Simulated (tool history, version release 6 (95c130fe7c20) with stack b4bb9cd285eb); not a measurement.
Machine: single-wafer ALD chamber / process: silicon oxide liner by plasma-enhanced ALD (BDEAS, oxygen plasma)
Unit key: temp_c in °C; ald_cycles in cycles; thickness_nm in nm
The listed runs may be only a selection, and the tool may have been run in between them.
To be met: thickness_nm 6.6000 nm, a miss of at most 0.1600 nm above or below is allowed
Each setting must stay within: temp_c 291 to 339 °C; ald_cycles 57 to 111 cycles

run 1 hour=0.0 | temp_c=315 ald_cycles=84 | thickness_nm=8.0343
run 2 hour=1.9 | temp_c=309 ald_cycles=84 | thickness_nm=8.1774
run 3 hour=5.0 | temp_c=309 ald_cycles=73 | thickness_nm=7.1226
run 4 hour=12.5 | temp_c=300 ald_cycles=73 | thickness_nm=7.1544
run 5 hour=18.8 | temp_c=294 ald_cycles=73 | thickness_nm=7.3338
run 6 hour=27.3 | temp_c=296 ald_cycles=71 | thickness_nm=7.0473
run 7 hour=29.9 | temp_c=296 ald_cycles=70 | thickness_nm=6.9925
run 8 hour=32.3 | temp_c=296 ald_cycles=69 | thickness_nm=6.9019
run 9 hour=36.0 | temp_c=296 ald_cycles=69 | thickness_nm=6.8774

Pick the move, out of 5, that brings all results within their allowed miss; only one does.
run A hour=39.7 | temp_c=297 ald_cycles=70 | thickness_nm=?
run B hour=39.7 | temp_c=291 ald_cycles=70 | thickness_nm=?
run C hour=39.7 | temp_c=297 ald_cycles=76 | thickness_nm=?
run D hour=39.7 | temp_c=295 ald_cycles=71 | thickness_nm=?
run E hour=39.7 | temp_c=310 ald_cycles=68 | thickness_nm=?

move=A thickness_nm=6.9481
move=B thickness_nm=7.0958
move=C thickness_nm=7.5437
move=D thickness_nm=7.0973
move=E thickness_nm=6.5915
A: moves away from the targets compared with the last run
B: moves away from the targets compared with the last run
C: moves away from the targets compared with the last run
D: moves away from the targets compared with the last run
E: each result inside its tolerance
Correct choice: E, which meets every target

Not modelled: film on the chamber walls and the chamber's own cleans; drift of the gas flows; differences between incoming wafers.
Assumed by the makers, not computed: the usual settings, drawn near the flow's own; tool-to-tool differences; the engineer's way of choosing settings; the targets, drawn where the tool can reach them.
